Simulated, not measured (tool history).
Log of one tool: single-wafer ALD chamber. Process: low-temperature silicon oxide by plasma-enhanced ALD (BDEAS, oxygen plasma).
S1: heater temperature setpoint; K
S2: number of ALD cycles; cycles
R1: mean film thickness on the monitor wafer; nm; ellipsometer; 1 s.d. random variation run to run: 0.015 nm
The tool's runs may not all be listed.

Run 1, day 0: S1 388.15 K, S2 42 cycles. Result: R1 6.1251 nm.
Run 2, day 0.25: S1 386.15 K, S2 42 cycles. Result: R1 6.1361 nm.
Run 3, day 0.467: S1 394.15 K, S2 42 cycles. Result: R1 6.0452 nm.
Run 4, day 0.775: S1 385.15 K, S2 42 cycles. Result: R1 6.1599 nm.
Run 5, day 1.004: S1 383.15 K, S2 42 cycles. Result: R1 6.1722 nm.
Run 6, day 1.046: S1 382.15 K, S2 42 cycles. Result: R1 6.1661 nm.
Run 7, day 1.204: S1 381.15 K, S2 43 cycles. Result: R1 6.3365 nm.
Run 8, day 1.371: S1 369.15 K, S2 46 cycles. Result: R1 7.0242 nm.

For run 9, what comes out?
At day 1.588: thermocouple changed; heater temperature recalibrated.
Run 9, day 1.588: S1 369.15 K, S2 46 cycles. Result: R1 ?.

Run 9 measured R1 6.8846 nm.

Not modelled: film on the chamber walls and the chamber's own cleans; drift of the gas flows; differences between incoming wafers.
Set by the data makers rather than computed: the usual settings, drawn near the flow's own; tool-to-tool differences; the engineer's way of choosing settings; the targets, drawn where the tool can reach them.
